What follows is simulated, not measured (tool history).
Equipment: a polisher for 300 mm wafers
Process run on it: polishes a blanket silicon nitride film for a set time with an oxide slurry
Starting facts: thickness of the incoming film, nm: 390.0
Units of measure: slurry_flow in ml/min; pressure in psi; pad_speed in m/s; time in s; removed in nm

Run 1, day 0.000: slurry_flow 310 ml/min, pressure 3.0 psi, pad_speed 1.1 m/s, slurry_solids 1.0, time 101 s. Result: removed 66.362 nm.
Run 2, day 0.125: slurry_flow 310 ml/min, pressure 2.6 psi, pad_speed 1.1 m/s, slurry_solids 1.0, time 101 s. Result: removed 57.739 nm.
Run 3, day 0.267: slurry_flow 310 ml/min, pressure 3.0 psi, pad_speed 1.1 m/s, slurry_solids 1.0, time 101 s. Result: removed 66.553 nm.
Run 4, day 0.612: slurry_flow 310 ml/min, pressure 2.6 psi, pad_speed 1.1 m/s, slurry_solids 1.0, time 101 s. Result: removed 57.979 nm.
Run 5, day 0.708: slurry_flow 310 ml/min, pressure 2.6 psi, pad_speed 1.1 m/s, slurry_solids 1.0, time 101 s. Result: removed 57.532 nm.
Run 6, day 0.917: slurry_flow 310 ml/min, pressure 2.6 psi, pad_speed 1.1 m/s, slurry_solids 1.0, time 101 s. Result: removed 58.080 nm.

Estimate the outcome of run 7 from the log above:
Run 7, day 1.208: slurry_flow 310 ml/min, pressure 2.3 psi, pad_speed 1.1 m/s, slurry_solids 1.0, time 101 s. Result: removed ?.

removed: 51.466 nm

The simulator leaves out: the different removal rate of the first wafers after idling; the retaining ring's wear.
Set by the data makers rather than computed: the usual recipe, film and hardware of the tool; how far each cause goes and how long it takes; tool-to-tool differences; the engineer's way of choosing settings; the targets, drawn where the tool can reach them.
